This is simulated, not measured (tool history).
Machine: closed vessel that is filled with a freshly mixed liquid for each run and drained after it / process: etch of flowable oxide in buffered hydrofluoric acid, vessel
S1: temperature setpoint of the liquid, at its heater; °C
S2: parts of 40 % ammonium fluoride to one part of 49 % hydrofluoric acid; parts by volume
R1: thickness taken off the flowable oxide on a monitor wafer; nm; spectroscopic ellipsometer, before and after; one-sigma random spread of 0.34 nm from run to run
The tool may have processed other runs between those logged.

run 1 day=0.000 | S1=21.0 S2=19.5 time_in_the_liquid_(s)=30 | R1=53.884
run 2 day=0.062 | S1=21.0 S2=17.0 time_in_the_liquid_(s)=30 | R1=62.130
run 3 day=0.271 | S1=21.0 S2=20.0 time_in_the_liquid_(s)=30 | R1=52.939
run 4 day=0.583 | S1=21.5 S2=20.0 time_in_the_liquid_(s)=30 | R1=54.683
run 5 day=0.633 | S1=21.5 S2=24.5 time_in_the_liquid_(s)=30 | R1=47.543
run 6 day=0.888 | S1=21.5 S2=24.5 time_in_the_liquid_(s)=30 | R1=47.044
run 7 day=1.000 | S1=22.5 S2=24.5 time_in_the_liquid_(s)=30 | R1=49.976
run 8 day=1.367 | S1=26.5 S2=24.0 time_in_the_liquid_(s)=30 | R1=63.006

Run 9, settings as shown, results not yet in. Your forecast:
run 9 day=1.417 | S1=29.0 S2=24.0 time_in_the_liquid_(s)=30 | R1=?

{"run 9": {"R1": 72.046}}
